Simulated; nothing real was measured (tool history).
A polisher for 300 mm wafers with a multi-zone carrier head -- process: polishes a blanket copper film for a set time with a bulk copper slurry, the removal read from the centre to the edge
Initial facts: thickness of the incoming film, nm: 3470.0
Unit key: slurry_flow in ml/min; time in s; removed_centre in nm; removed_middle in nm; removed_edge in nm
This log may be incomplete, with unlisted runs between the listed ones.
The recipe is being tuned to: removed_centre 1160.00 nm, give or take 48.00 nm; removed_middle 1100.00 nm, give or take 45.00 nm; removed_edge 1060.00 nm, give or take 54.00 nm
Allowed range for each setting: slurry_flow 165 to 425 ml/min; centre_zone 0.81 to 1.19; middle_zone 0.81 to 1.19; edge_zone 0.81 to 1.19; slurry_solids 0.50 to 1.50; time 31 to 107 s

{"run": 1, "hour": 0.0, "slurry_flow": 275, "centre_zone": 1.0, "middle_zone": 1.0, "edge_zone": 1.0, "slurry_solids": 1.0, "time": 69, "removed_centre": 650.66, "removed_middle": 655.27, "removed_edge": 650.87}
{"run": 2, "hour": 7.5, "slurry_flow": 275, "centre_zone": 1.0, "middle_zone": 0.94, "edge_zone": 1.0, "slurry_solids": 1.0, "time": 69, "removed_centre": 656.72, "removed_middle": 623.74, "removed_edge": 653.62}
{"run": 3, "hour": 15.7, "slurry_flow": 280, "centre_zone": 1.04, "middle_zone": 0.98, "edge_zone": 1.02, "slurry_solids": 1.15, "time": 77, "removed_centre": 789.54, "removed_middle": 729.88, "removed_edge": 742.75}
{"run": 4, "hour": 20.7, "slurry_flow": 280, "centre_zone": 1.04, "middle_zone": 0.98, "edge_zone": 1.09, "slurry_solids": 1.15, "time": 77, "removed_centre": 776.14, "removed_middle": 726.49, "removed_edge": 781.11}
{"run": 5, "hour": 25.5, "slurry_flow": 285, "centre_zone": 1.06, "middle_zone": 1.02, "edge_zone": 1.1, "slurry_solids": 1.25, "time": 83, "removed_centre": 887.48, "removed_middle": 822.08, "removed_edge": 867.55}
{"run": 6, "hour": 29.0, "slurry_flow": 290, "centre_zone": 1.07, "middle_zone": 1.06, "edge_zone": 1.1, "slurry_solids": 1.35, "time": 87, "removed_centre": 935.84, "removed_middle": 886.77, "removed_edge": 944.13}
{"run": 7, "hour": 34.2, "slurry_flow": 295, "centre_zone": 1.1, "middle_zone": 1.1, "edge_zone": 1.07, "slurry_solids": 1.35, "time": 91, "removed_centre": 1020.3, "removed_middle": 960.88, "removed_edge": 971.81}
{"run": 8, "hour": 42.3, "slurry_flow": 300, "centre_zone": 1.11, "middle_zone": 1.12, "edge_zone": 1.06, "slurry_solids": 1.4, "time": 93, "removed_centre": 1069.9, "removed_middle": 1005.7, "removed_edge": 974.37}
{"run": 9, "hour": 44.6, "slurry_flow": 300, "centre_zone": 1.12, "middle_zone": 1.14, "edge_zone": 1.07, "slurry_solids": 1.45, "time": 94, "removed_centre": 1077.5, "removed_middle": 1022.0, "removed_edge": 995.41}
{"run": 10, "hour": 50.4, "slurry_flow": 305, "centre_zone": 1.13, "middle_zone": 1.15, "edge_zone": 1.07, "slurry_solids": 1.45, "time": 95, "removed_centre": 1108.0, "removed_middle": 1042.0, "removed_edge": 1011.6}

Of the 4 settings listed for the next run, only one would bring every result within its allowed miss of target. Which one?
{"run": "A", "hour": 56.2, "slurry_flow": 305, "centre_zone": 1.09, "middle_zone": 1.19, "edge_zone": 0.81, "slurry_solids": 1.45, "time": 103, "removed_centre": "?", "removed_middle": "?", "removed_edge": "?"}
{"run": "B", "hour": 56.2, "slurry_flow": 350, "centre_zone": 1.08, "middle_zone": 1.12, "edge_zone": 1.02, "slurry_solids": 1.25, "time": 104, "removed_centre": "?", "removed_middle": "?", "removed_edge": "?"}
{"run": "C", "hour": 56.2, "slurry_flow": 335, "centre_zone": 1.16, "middle_zone": 1.19, "edge_zone": 1.04, "slurry_solids": 1.5, "time": 102, "removed_centre": "?", "removed_middle": "?", "removed_edge": "?"}
{"run": "D", "hour": 56.2, "slurry_flow": 225, "centre_zone": 1.07, "middle_zone": 0.98, "edge_zone": 1.19, "slurry_solids": 1.5, "time": 101, "removed_centre": "?", "removed_middle": "?", "removed_edge": "?"}

move=A removed_centre=1176.40 removed_middle=1120.80 removed_edge=956.41
move=B removed_centre=1150.60 removed_middle=1071.90 removed_edge=1046.10
move=C removed_centre=1260.60 removed_middle=1128.20 removed_edge=1079.50
move=D removed_centre=1098.40 removed_middle=975.00 removed_edge=1109.60
A: puts the biggest miss on target and leaves a different result outside tolerance
B: all results land within tolerance of their targets
C: puts the biggest miss on target and leaves a different result outside tolerance
D: further off than the last run
B is the move that brings every result within its allowed miss.
